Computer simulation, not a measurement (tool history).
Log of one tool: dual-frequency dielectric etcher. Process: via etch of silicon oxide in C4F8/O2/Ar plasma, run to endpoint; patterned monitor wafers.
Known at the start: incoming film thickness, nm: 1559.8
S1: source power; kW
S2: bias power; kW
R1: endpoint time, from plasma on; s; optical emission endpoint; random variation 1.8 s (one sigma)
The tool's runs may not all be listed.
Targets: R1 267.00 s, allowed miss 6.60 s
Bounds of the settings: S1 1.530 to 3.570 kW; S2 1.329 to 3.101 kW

Run 1, hour 0.0: S1 2.550 kW, S2 2.215 kW. Result: R1 236.69 s.
Run 2, hour 2.1: S1 2.720 kW, S2 2.215 kW. Result: R1 232.64 s.
Run 3, hour 3.6: S1 3.000 kW, S2 2.215 kW. Result: R1 223.35 s.
Run 4, hour 10.7: S1 2.860 kW, S2 2.168 kW. Result: R1 229.11 s.
Run 5, hour 17.9: S1 2.740 kW, S2 2.127 kW. Result: R1 232.49 s.
Run 6, hour 26.4: S1 2.620 kW, S2 2.082 kW. Result: R1 237.61 s.
Run 7, hour 30.6: S1 2.520 kW, S2 2.044 kW. Result: R1 245.80 s.
Run 8, hour 33.7: S1 2.460 kW, S2 2.029 kW. Result: R1 245.19 s.
Run 9, hour 41.9: S1 2.390 kW, S2 2.004 kW. Result: R1 250.99 s.
Run 10, hour 50.1: S1 2.340 kW, S2 1.991 kW. Result: R1 252.68 s.
Run 11, hour 51.9: S1 2.300 kW, S2 1.979 kW. Result: R1 254.46 s.
Run 12, hour 52.4: S1 2.260 kW, S2 1.968 kW. Result: R1 256.91 s.
Run 13, hour 61.3: S1 2.230 kW, S2 1.960 kW. Result: R1 260.66 s.

Which of these 5 next moves meets every target?
Run A, hour 70.2: S1 2.230 kW, S2 2.272 kW. Result: R1 ?.
Run B, hour 70.2: S1 1.980 kW, S2 1.691 kW. Result: R1 ?.
Run C, hour 70.2: S1 2.080 kW, S2 1.946 kW. Result: R1 ?.
Run D, hour 70.2: S1 2.180 kW, S2 2.268 kW. Result: R1 ?.
Run E, hour 70.2: S1 2.420 kW, S2 1.919 kW. Result: R1 ?.

move      R1
   A  253.18
   B  286.46
   C  271.07
   D  255.52
   E  256.51
A: further off than the last run
B: takes the result that was furthest off past its target
C: meets every target
D: further off than the last run
E: further off than the last run
Answer: C

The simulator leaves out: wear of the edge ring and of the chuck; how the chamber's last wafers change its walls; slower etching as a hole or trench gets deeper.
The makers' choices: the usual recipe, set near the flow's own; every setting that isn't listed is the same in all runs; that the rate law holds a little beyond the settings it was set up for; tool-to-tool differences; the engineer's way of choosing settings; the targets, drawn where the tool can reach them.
